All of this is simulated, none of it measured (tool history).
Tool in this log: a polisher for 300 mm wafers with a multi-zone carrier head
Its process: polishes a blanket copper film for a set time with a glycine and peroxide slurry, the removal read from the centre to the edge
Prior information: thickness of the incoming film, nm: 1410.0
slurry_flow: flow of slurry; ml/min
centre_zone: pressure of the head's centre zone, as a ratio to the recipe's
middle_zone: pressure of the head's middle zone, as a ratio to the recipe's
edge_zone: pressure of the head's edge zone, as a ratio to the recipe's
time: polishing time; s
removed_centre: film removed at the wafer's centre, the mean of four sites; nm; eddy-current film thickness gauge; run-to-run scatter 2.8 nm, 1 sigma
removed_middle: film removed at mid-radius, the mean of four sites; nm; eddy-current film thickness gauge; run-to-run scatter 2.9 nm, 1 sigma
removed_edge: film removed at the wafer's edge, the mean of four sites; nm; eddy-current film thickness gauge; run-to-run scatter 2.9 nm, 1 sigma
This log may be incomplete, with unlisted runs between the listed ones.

{"run": 1, "hour": 0.0, "slurry_flow": 190, "centre_zone": 1.0, "middle_zone": 1.0, "edge_zone": 1.0, "time": 69, "removed_centre": 326.2, "removed_middle": 343.21, "removed_edge": 345.61}
{"run": 2, "hour": 7.5, "slurry_flow": 165, "centre_zone": 1.0, "middle_zone": 1.0, "edge_zone": 1.0, "time": 69, "removed_centre": 308.62, "removed_middle": 330.67, "removed_edge": 335.73}
{"run": 3, "hour": 12.3, "slurry_flow": 165, "centre_zone": 1.0, "middle_zone": 1.0, "edge_zone": 1.08, "time": 69, "removed_centre": 312.45, "removed_middle": 330.52, "removed_edge": 345.17}
{"run": 4, "hour": 17.5, "slurry_flow": 160, "centre_zone": 0.99, "middle_zone": 0.99, "edge_zone": 1.07, "time": 67, "removed_centre": 295.36, "removed_middle": 312.17, "removed_edge": 335.39}
{"run": 5, "hour": 18.5, "slurry_flow": 160, "centre_zone": 0.99, "middle_zone": 1.07, "edge_zone": 1.07, "time": 67, "removed_centre": 299.78, "removed_middle": 335.04, "removed_edge": 340.2}
{"run": 6, "hour": 27.0, "slurry_flow": 155, "centre_zone": 0.98, "middle_zone": 1.05, "edge_zone": 1.06, "time": 65, "removed_centre": 286.5, "removed_middle": 320.89, "removed_edge": 319.96}
{"hour": 28.4, "done": "slurry nozzle cleaned"}
{"run": 7, "hour": 28.4, "slurry_flow": 150, "centre_zone": 0.97, "middle_zone": 1.03, "edge_zone": 1.06, "time": 64, "removed_centre": 308.65, "removed_middle": 343.75, "removed_edge": 344.18}
{"run": 8, "hour": 29.9, "slurry_flow": 160, "centre_zone": 0.99, "middle_zone": 1.05, "edge_zone": 1.08, "time": 63, "removed_centre": 319.39, "removed_middle": 346.02, "removed_edge": 347.42}
{"run": 9, "hour": 33.8, "slurry_flow": 155, "centre_zone": 0.97, "middle_zone": 1.02, "edge_zone": 1.06, "time": 62, "removed_centre": 308.8, "removed_middle": 334.55, "removed_edge": 329.65}
{"run": 10, "hour": 39.2, "slurry_flow": 150, "centre_zone": 1.0, "middle_zone": 1.04, "edge_zone": 1.08, "time": 58, "removed_centre": 290.59, "removed_middle": 313.48, "removed_edge": 313.77}
{"run": 11, "hour": 45.1, "slurry_flow": 145, "centre_zone": 0.99, "middle_zone": 1.01, "edge_zone": 1.09, "time": 54, "removed_centre": 266.69, "removed_middle": 281.2, "removed_edge": 295.89}
{"run": 12, "hour": 50.4, "slurry_flow": 140, "centre_zone": 0.97, "middle_zone": 0.99, "edge_zone": 1.09, "time": 52, "removed_centre": 248.29, "removed_middle": 271.48, "removed_edge": 279.73}
{"run": 13, "hour": 54.6, "slurry_flow": 140, "centre_zone": 0.96, "middle_zone": 0.98, "edge_zone": 1.09, "time": 52, "removed_centre": 254.04, "removed_middle": 263.45, "removed_edge": 279.08}
{"run": 14, "hour": 61.1, "slurry_flow": 120, "centre_zone": 0.86, "middle_zone": 0.98, "edge_zone": 1.12, "time": 45, "removed_centre": 184.68, "removed_middle": 224.05, "removed_edge": 245.06}
{"run": 15, "hour": 69.5, "slurry_flow": 120, "centre_zone": 0.86, "middle_zone": 0.98, "edge_zone": 1.12, "time": 45, "removed_centre": 181.31, "removed_middle": 223.39, "removed_edge": 245.74}
{"run": 16, "hour": 75.0, "slurry_flow": 125, "centre_zone": 0.87, "middle_zone": 0.98, "edge_zone": 1.12, "time": 45, "removed_centre": 190.48, "removed_middle": 220.51, "removed_edge": 240.03}
{"run": 17, "hour": 83.3, "slurry_flow": 125, "centre_zone": 0.88, "middle_zone": 0.98, "edge_zone": 1.12, "time": 45, "removed_centre": 189.45, "removed_middle": 220.11, "removed_edge": 238.93}

For run 18, what comes out?
{"run": 18, "hour": 89.7, "slurry_flow": 165, "centre_zone": 0.96, "middle_zone": 0.98, "edge_zone": 1.18, "time": 47, "removed_centre": "?", "removed_middle": "?", "removed_edge": "?"}

{"run 18": {"removed_centre": 224.93, "removed_middle": 251.45, "removed_edge": 266.98}}

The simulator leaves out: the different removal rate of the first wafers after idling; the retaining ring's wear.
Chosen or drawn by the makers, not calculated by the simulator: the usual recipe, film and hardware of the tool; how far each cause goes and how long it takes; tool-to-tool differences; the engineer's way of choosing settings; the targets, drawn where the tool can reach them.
